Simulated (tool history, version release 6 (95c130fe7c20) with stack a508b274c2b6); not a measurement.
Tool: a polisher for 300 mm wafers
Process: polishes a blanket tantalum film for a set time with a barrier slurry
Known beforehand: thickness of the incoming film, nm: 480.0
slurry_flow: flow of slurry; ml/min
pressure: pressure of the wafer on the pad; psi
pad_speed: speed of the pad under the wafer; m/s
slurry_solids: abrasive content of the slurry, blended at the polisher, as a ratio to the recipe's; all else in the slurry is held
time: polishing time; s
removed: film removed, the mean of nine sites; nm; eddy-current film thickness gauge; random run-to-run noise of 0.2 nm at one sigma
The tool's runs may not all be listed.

Run 1, day 0.000: slurry_flow 155 ml/min, pressure 1.6 psi, pad_speed 1.08 m/s, slurry_solids 1.0, time 24 s. Result: removed 40.354 nm.
Run 2, day 0.262: slurry_flow 155 ml/min, pressure 1.6 psi, pad_speed 1.08 m/s, slurry_solids 1.0, time 22 s. Result: removed 37.182 nm.
Run 3, day 0.525: slurry_flow 155 ml/min, pressure 1.6 psi, pad_speed 1.20 m/s, slurry_solids 1.0, time 22 s. Result: removed 40.692 nm.
Run 4, day 0.696: slurry_flow 150 ml/min, pressure 1.4 psi, pad_speed 1.20 m/s, slurry_solids 1.0, time 22 s. Result: removed 35.738 nm.
Run 5, day 1.008: slurry_flow 145 ml/min, pressure 1.3 psi, pad_speed 1.20 m/s, slurry_solids 1.0, time 22 s. Result: removed 33.990 nm.
Run 6, day 1.125: slurry_flow 140 ml/min, pressure 1.2 psi, pad_speed 1.20 m/s, slurry_solids 1.0, time 22 s. Result: removed 30.552 nm.

Forecast run 7:
Run 7, day 1.304: slurry_flow 130 ml/min, pressure 1.2 psi, pad_speed 1.20 m/s, slurry_solids 1.0, time 22 s. Result: removed ?.

Logged for run 7: removed 30.218 nm.

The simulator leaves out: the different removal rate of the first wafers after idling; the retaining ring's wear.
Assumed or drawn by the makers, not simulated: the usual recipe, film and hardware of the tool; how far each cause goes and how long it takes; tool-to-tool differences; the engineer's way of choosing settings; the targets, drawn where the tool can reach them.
